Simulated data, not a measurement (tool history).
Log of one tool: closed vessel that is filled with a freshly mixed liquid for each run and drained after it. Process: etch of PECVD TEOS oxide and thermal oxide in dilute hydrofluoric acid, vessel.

| run | day | temperature setpoint of the liquid (C) | parts of water to one part of 49 % hydrofluoric acid (parts by volume) | time in the liquid (s) | thickness taken off the PECVD TEOS oxide on a monitor wafer (angstrom) | thickness taken off the thermal oxide on a monitor wafer (angstrom) |
|---|---|---|---|---|---|---|
| 1 | 0 | 21 | 255 | 80 | 52.12 | 11.517 |
| 2 | 0.092 | 21 | 255 | 115 | 73.824 | 16.574 |
| 3 | 0.371 | 23 | 190 | 115 | 114.05 | 25.613 |
| 4 | 0.408 | 23 | 190 | 140 | 141.85 | 30.476 |
| 5 | 0.771 | 23 | 190 | 125 | 124.97 | 28.014 |
| 6 | 1.121 | 23 | 130 | 125 | 192.82 | 43.546 |
| 7 | 1.483 | 24 | 115 | 125 | 234.36 | 53.97 |
| 8 | 1.746 | 25 | 115 | 125 | 241.13 | 54.879 |
| 9 | 2.004 | 26 | 115 | 125 | 250.03 | 55.51 |
| 10 | 2.2 | 26.5 | 115 | 125 | 252.9 | 52.891 |
| 11 | 2.362 | 25 | 80 | 125 | 368.53 | 75.947 |
| 12 | 2.654 | 24.5 | 90 | 125 | 312.33 | 71.729 |
| 13 | 2.896 | 24.5 | 90 | 125 | 307.99 | 70.679 |

Forecast run 14:
| 14 | 3.188 | 24.5 | 95 | 125 | ? | ? |

Run 14 gave thickness taken off the PECVD TEOS oxide on a monitor wafer (angstrom) 292.9, thickness taken off the thermal oxide on a monitor wafer (angstrom) 66.565.
